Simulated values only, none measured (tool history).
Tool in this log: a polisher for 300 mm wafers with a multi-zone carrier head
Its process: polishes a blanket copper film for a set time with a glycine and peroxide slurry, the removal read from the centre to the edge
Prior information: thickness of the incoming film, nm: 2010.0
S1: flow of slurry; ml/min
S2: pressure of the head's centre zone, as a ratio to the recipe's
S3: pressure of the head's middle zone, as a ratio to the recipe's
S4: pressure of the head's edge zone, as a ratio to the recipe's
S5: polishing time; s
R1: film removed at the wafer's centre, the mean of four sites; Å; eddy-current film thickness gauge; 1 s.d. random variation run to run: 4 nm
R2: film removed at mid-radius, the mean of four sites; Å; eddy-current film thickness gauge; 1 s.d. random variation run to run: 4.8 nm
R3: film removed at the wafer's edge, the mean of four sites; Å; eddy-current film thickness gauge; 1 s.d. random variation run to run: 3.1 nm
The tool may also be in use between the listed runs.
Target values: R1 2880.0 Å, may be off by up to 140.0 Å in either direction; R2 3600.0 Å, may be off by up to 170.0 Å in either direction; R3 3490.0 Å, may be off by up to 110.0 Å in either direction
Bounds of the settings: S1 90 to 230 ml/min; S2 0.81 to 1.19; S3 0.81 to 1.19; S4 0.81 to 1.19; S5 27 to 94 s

run	hour	S1	S2	S3	S4	S5	R1	R2	R3
1	0.0	150	1.00	1.00	1.00	60	4332.0	4311.5	4198.0
2	6.7	145	0.98	1.00	1.00	59	4159.9	4096.8	4064.4
3	10.4	140	0.96	1.02	1.01	58	3893.7	4114.4	4052.5
4	13.5	115	0.96	1.02	1.01	58	3704.0	3803.6	4001.5
5	19.0	115	0.96	1.02	1.01	47	3020.1	3175.8	3193.0
6	28.1	90	0.96	1.02	1.01	47	2794.2	2902.6	3044.2
7	30.5	95	0.95	1.03	1.02	47	2846.3	3088.5	3051.6
8	36.0	100	0.94	1.03	1.03	47	2811.1	3140.7	3091.3
9	37.2	100	0.93	1.03	1.04	48	2738.2	3070.1	3179.0
10	42.9	105	0.93	1.04	1.04	48	2830.7	3223.4	3240.2
11	46.2	110	0.93	1.04	1.04	48	2942.4	3293.9	3288.9
12	51.6	110	0.92	1.04	1.04	48	2847.7	3319.3	3258.1
13	60.6	110	0.92	1.04	1.05	48	2893.9	3267.5	3307.6
14	63.2	110	0.91	1.04	1.05	48	2882.3	3291.1	3286.3
15	68.5	110	0.90	1.04	1.06	48	2782.2	3248.0	3243.9
16	76.0	140	0.88	1.10	1.13	50	3162.0	3827.0	3680.6
17	81.5	135	0.88	1.10	1.13	50	2994.3	3849.0	3639.5
18	82.3	125	0.89	1.09	1.12	50	3068.7	3612.6	3582.4

Pick the move, out of 4, that brings all results within their allowed miss; only one does.
A	83.1	150	0.94	1.11	1.15	47	?	?	?
B	83.1	165	1.03	1.14	1.01	44	?	?	?
C	83.1	105	0.98	1.06	1.11	53	?	?	?
D	83.1	100	0.85	1.07	0.99	53	?	?	?

move	R1	R2	R3
A	3099.8	3600.2	3458.8
B	3246.2	3508.4	3084.5
C	3317.8	3594.9	3623.0
D	2829.5	3577.7	3404.5
A: misses by more than the last run did
B: misses by more than the last run did
C: misses by more than the last run did
D: all results in spec
D is the move that brings every result within its allowed miss.

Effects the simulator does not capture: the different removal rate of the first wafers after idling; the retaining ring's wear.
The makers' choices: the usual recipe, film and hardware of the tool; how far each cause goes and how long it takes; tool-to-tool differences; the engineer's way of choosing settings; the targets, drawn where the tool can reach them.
